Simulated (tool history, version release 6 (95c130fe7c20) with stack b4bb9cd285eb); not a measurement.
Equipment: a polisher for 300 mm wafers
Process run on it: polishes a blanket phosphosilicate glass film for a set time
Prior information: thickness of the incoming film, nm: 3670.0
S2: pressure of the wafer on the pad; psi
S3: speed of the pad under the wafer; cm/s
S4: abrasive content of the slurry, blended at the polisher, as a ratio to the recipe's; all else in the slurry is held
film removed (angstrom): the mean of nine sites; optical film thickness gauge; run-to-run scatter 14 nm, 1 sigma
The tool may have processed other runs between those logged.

run 1 hour=0.0 | flow_of_slurry_(ml/min)=210 S2=2.5 S3=114 S4=1.0 polishing_time_(s)=90 | film_removed_(angstrom)=7226.6
run 2 hour=5.7 | flow_of_slurry_(ml/min)=210 S2=2.5 S3=96 S4=1.0 polishing_time_(s)=90 | film_removed_(angstrom)=6352.9
run 3 hour=12.8 | flow_of_slurry_(ml/min)=210 S2=2.5 S3=96 S4=1.0 polishing_time_(s)=95 | film_removed_(angstrom)=6558.0
run 4 hour=17.8 | flow_of_slurry_(ml/min)=210 S2=3.0 S3=98 S4=1.0 polishing_time_(s)=95 | film_removed_(angstrom)=7917.4
run 5 hour=19.0 | flow_of_slurry_(ml/min)=210 S2=3.0 S3=110 S4=1.0 polishing_time_(s)=95 | film_removed_(angstrom)=8571.9
run 6 hour=22.3 | flow_of_slurry_(ml/min)=210 S2=3.3 S3=112 S4=1.0 polishing_time_(s)=95 | film_removed_(angstrom)=9676.4

Predict the results of run 7:
-- hour=31.1 slurry blender recalibrated
run 7 hour=31.1 | flow_of_slurry_(ml/min)=210 S2=3.5 S3=112 S4=1.0 polishing_time_(s)=95 | film_removed_(angstrom)=?

{"run 7": {"film removed (angstrom)": 10740.0}}
